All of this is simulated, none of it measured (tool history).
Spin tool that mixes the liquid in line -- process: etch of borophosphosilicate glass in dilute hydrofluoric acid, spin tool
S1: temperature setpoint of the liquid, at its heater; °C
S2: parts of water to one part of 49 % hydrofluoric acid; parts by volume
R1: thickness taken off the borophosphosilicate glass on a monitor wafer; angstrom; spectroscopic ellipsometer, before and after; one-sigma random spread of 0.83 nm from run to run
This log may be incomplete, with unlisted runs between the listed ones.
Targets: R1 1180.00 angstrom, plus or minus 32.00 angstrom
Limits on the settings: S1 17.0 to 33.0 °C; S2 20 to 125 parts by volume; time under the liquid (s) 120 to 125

run 1 hour=0.0 | S1=25.0 S2=70 time_under_the_liquid_(s)=120 | R1=596.21
run 2 hour=4.1 | S1=23.0 S2=70 time_under_the_liquid_(s)=120 | R1=555.21
run 3 hour=6.6 | S1=26.5 S2=70 time_under_the_liquid_(s)=120 | R1=637.64
run 4 hour=9.5 | S1=26.5 S2=70 time_under_the_liquid_(s)=125 | R1=671.62
run 5 hour=11.4 | S1=26.5 S2=60 time_under_the_liquid_(s)=125 | R1=784.16
run 6 hour=17.0 | S1=28.0 S2=55 time_under_the_liquid_(s)=125 | R1=913.24
run 7 hour=23.3 | S1=28.0 S2=55 time_under_the_liquid_(s)=125 | R1=915.78
run 8 hour=28.1 | S1=29.5 S2=55 time_under_the_liquid_(s)=125 | R1=964.38
run 9 hour=34.3 | S1=30.5 S2=55 time_under_the_liquid_(s)=125 | R1=1007.20
run 10 hour=41.8 | S1=31.0 S2=55 time_under_the_liquid_(s)=125 | R1=1039.00
run 11 hour=43.5 | S1=31.5 S2=55 time_under_the_liquid_(s)=125 | R1=1051.80
run 12 hour=51.5 | S1=32.0 S2=55 time_under_the_liquid_(s)=125 | R1=1064.90
run 13 hour=56.0 | S1=32.5 S2=55 time_under_the_liquid_(s)=125 | R1=1090.80
-- hour=59.5 thermometer replaced
run 14 hour=59.5 | S1=33.0 S2=50 time_under_the_liquid_(s)=125 | R1=1320.00
run 15 hour=65.3 | S1=32.5 S2=50 time_under_the_liquid_(s)=125 | R1=1267.60
run 16 hour=71.9 | S1=32.0 S2=50 time_under_the_liquid_(s)=125 | R1=1270.30
run 17 hour=78.2 | S1=31.5 S2=50 time_under_the_liquid_(s)=125 | R1=1226.30

Below are 4 possible settings for the next run. Only one of them brings all results inside the allowed miss of their targets. Which is it?
run A hour=84.5 | S1=32.0 S2=45 time_under_the_liquid_(s)=120 | R1=?
run B hour=84.5 | S1=30.5 S2=45 time_under_the_liquid_(s)=120 | R1=?
run C hour=84.5 | S1=33.0 S2=55 time_under_the_liquid_(s)=125 | R1=?
run D hour=84.5 | S1=33.0 S2=50 time_under_the_liquid_(s)=125 | R1=?

move=A R1=1342.40
move=B R1=1266.00
move=C R1=1169.70
move=D R1=1297.30
A: moves away from the targets compared with the last run
B: moves away from the targets compared with the last run
C: all results land within tolerance of their targets
D: moves away from the targets compared with the last run
The move that meets every target is C.
